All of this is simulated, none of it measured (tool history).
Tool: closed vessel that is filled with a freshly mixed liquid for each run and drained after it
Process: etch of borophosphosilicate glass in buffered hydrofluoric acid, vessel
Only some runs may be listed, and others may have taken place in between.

run,hour,temperature setpoint of the liquid (K),parts of 40 % ammonium fluoride to one part of 49 % hydrofluoric acid (parts by volume),time in the liquid (s),thickness taken off the borophosphosilicate glass on a monitor wafer (nm)
1,0,294.15,7.5,85,150.86
2,7.9,294.15,7.5,95,172.2
3,13.6,294.15,7.5,95,170.38
4,17.8,297.15,7.5,95,202.17
5,26.8,297.15,9,95,164.71
6,33.9,296.15,9,95,155.86

The next listed run, before its measurement:
7,40.9,295.65,9,95,?

Run 7 produced thickness taken off the borophosphosilicate glass on a monitor wafer (nm) 149.32.
